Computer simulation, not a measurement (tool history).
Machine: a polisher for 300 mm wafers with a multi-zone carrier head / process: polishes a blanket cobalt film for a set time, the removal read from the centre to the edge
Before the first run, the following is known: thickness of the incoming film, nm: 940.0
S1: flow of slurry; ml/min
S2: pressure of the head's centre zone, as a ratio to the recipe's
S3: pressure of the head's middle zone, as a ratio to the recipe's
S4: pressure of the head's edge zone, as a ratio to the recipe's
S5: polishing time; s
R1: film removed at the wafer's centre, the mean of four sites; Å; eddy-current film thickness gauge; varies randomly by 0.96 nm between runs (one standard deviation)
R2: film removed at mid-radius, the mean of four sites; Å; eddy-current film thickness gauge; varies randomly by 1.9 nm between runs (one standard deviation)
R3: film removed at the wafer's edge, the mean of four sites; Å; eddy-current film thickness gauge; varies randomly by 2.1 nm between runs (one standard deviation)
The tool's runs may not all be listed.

run,hour,S1,S2,S3,S4,S5,R1,R2,R3
1,0.0,225,1.00,1.00,1.00,35,1024.6,1021.7,1041.4
2,1.5,225,1.00,1.07,1.00,35,1023.8,1077.4,1047.4
3,9.4,240,1.02,1.10,1.01,37,1118.0,1190.3,1106.1
4,18.2,240,1.06,1.10,1.01,37,1144.8,1188.9,1089.1
5,22.2,245,1.07,1.11,1.03,39,1234.1,1259.3,1157.8
6,23.9,245,1.07,1.11,1.07,39,1249.6,1275.7,1196.9
7,26.8,255,1.08,1.13,1.09,40,1293.6,1308.6,1229.3
8,31.5,255,1.08,1.14,1.09,41,1318.9,1364.2,1240.0
9,33.1,255,1.08,1.14,1.10,42,1358.6,1387.7,1347.6
10,38.5,260,1.09,1.15,1.10,43,1408.8,1486.3,1385.2
11,44.2,270,1.10,1.15,1.10,43,1422.6,1433.6,1364.3

Run 12 comes next. What will it give?
12,53.1,265,1.11,1.16,1.10,43,?,?,?

{"run 12": {"R1": 1434.3, "R2": 1450.9, "R3": 1363.8}}
